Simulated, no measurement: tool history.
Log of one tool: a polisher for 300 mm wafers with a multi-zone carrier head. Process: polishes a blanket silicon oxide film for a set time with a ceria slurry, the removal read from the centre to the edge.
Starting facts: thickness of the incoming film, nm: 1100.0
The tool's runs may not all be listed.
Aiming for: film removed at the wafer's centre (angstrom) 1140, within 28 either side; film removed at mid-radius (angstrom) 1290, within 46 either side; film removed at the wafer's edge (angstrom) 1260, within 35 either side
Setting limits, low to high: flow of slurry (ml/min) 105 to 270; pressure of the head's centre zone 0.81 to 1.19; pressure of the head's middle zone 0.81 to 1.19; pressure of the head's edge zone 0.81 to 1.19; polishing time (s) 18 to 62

run  hour  flow of slurry (ml/min)  pressure of the head's centre zone  pressure of the head's middle zone  pressure of the head's edge zone  polishing time (s)  film removed at the wafer's centre (angstrom)  film removed at mid-radius (angstrom)  film removed at the wafer's edge (angstrom)
  1     0                      175                                   1                                   1                                 1                  40                                         1762.5                                 1800.2                                       1821.6
  2   5.7                      170                                0.97                                0.99                              0.97                  38                                         1606.8                                 1670.1                                       1702.4
  3     8                      185                                0.97                                0.99                              0.97                  38                                         1637.1                                 1686.4                                       1734.7
  4  11.8                      185                                0.97                                0.99                              1.05                  38                                         1635.6                                 1689.5                                       1784.4
  5  13.8                      175                                0.96                                0.99                              1.01                  36                                         1521.3                                 1578.3                                       1654.2
  6  15.1                      165                                0.95                                   1                              0.98                  35                                         1456.6                                 1535.6                                       1586.7
  7  21.6                      160                                0.94                                1.01                              0.95                  34                                         1386.9                                 1504.3                                       1481.9
  8  29.1                      150                                0.92                                   1                              0.93                  33                                         1314.8                                 1444.9                                       1427.5
  9  30.2                      145                                0.91                                0.99                              0.91                  33                                         1292.1                                 1435.3                                       1412.7
 10  32.1                      140                                 0.9                                0.98                              0.89                  32                                         1230.4                                 1373.5                                       1376.4
 11  36.3                      135                                 0.9                                0.98                              0.88                  32                                         1220.4                                   1365                                       1331.7

Exercise: of the 4 proposed moves below, exactly one satisfies all targets within the stated allowed misses. Which move is it?
  A  40.5                      175                                0.92                                1.04                              0.81                  32                                              ?                                      ?                                            ?
  B  40.5                      170                                0.81                                1.02                              0.96                  32                                              ?                                      ?                                            ?
  C  40.5                      125                                 0.9                                1.01                              0.88                  30                                              ?                                      ?                                            ?
  D  40.5                      125                                0.82                                1.14                              0.82                  31                                              ?                                      ?                                            ?

move  film removed at the wafer's centre (angstrom)  film removed at mid-radius (angstrom)  film removed at the wafer's edge (angstrom)
   A                                         1299.5                                 1479.9                                       1330.6
   B                                         1138.1                                 1452.3                                         1434
   C                                         1134.2                                 1297.1                                       1254.4
   D                                         1067.9                                 1479.2                                       1253.9
A: further off than the last run
B: the worst result of the last run now meets its target, but another is out of spec
C: every result within its allowed miss
D: moves the result that the last run missed by most past its target, out the other side
C meets every target.
